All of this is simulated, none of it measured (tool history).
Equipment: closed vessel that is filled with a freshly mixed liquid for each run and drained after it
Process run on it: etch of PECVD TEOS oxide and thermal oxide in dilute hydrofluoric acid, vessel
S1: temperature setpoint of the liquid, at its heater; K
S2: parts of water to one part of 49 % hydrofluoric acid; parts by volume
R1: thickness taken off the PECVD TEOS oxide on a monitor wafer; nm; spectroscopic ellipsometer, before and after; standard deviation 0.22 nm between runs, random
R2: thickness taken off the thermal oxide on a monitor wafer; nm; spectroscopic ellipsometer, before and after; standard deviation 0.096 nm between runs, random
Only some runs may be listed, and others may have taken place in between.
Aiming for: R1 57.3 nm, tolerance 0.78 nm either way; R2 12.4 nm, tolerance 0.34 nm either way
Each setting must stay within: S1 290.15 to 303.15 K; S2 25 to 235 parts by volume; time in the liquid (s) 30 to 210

Run 1, day 0: S1 295.15 K, S2 130 parts by volume, time in the liquid (s) 105. Result: R1 13.548 nm, R2 2.9024 nm.
Run 2, day 0.171: S1 291.65 K, S2 130 parts by volume, time in the liquid (s) 105. Result: R1 11.779 nm, R2 2.5389 nm.
Run 3, day 0.192: S1 295.15 K, S2 130 parts by volume, time in the liquid (s) 105. Result: R1 13.577 nm, R2 2.892 nm.
Run 4, day 0.279: S1 295.15 K, S2 130 parts by volume, time in the liquid (s) 130. Result: R1 16.698 nm, R2 3.5919 nm.
Run 5, day 0.458: S1 297.65 K, S2 95 parts by volume, time in the liquid (s) 130. Result: R1 26.342 nm, R2 5.6563 nm.
Run 6, day 0.533: S1 297.65 K, S2 120 parts by volume, time in the liquid (s) 130. Result: R1 20.297 nm, R2 4.3753 nm.
Run 7, day 0.862: S1 299.15 K, S2 95 parts by volume, time in the liquid (s) 130. Result: R1 27.84 nm, R2 6.0671 nm.
Run 8, day 0.904: S1 300.15 K, S2 75 parts by volume, time in the liquid (s) 130. Result: R1 38.197 nm, R2 8.2606 nm.
Run 9, day 1.108: S1 303.15 K, S2 50 parts by volume, time in the liquid (s) 130. Result: R1 66.883 nm, R2 14.372 nm.
Run 10, day 1.333: S1 302.65 K, S2 50 parts by volume, time in the liquid (s) 130. Result: R1 65.718 nm, R2 14.143 nm.
Run 11, day 1.504: S1 302.65 K, S2 50 parts by volume, time in the liquid (s) 130. Result: R1 65.729 nm, R2 14.271 nm.
Run 12, day 1.867: S1 302.15 K, S2 50 parts by volume, time in the liquid (s) 130. Result: R1 64.041 nm, R2 13.957 nm.
Run 13, day 2.175: S1 301.65 K, S2 50 parts by volume, time in the liquid (s) 130. Result: R1 63.614 nm, R2 13.752 nm.
Run 14, day 2.521: S1 298.15 K, S2 50 parts by volume, time in the liquid (s) 130. Result: R1 54.835 nm, R2 11.846 nm.
Run 15, day 2.85: S1 298.65 K, S2 50 parts by volume, time in the liquid (s) 130. Result: R1 56.306 nm, R2 12.034 nm.

Pick the move, out of 4, that brings all results within their allowed miss; only one does.
Run A, day 3.179: S1 302.65 K, S2 90 parts by volume, time in the liquid (s) 210. Result: R1 ?, R2 ?.
Run B, day 3.179: S1 300.65 K, S2 55 parts by volume, time in the liquid (s) 130. Result: R1 ?, R2 ?.
Run C, day 3.179: S1 298.15 K, S2 60 parts by volume, time in the liquid (s) 165. Result: R1 ?, R2 ?.
Run D, day 3.179: S1 303.15 K, S2 85 parts by volume, time in the liquid (s) 195. Result: R1 ?, R2 ?.

move      R1      R2
   A  55.094  11.964
   B  54.585  11.853
   C  57.036  12.385
   D  55.632   12.08
A: the biggest miss grows against the last run
B: the biggest miss grows against the last run
C: every result within its allowed miss
D: the biggest miss grows against the last run
Correct choice: C, which meets every target
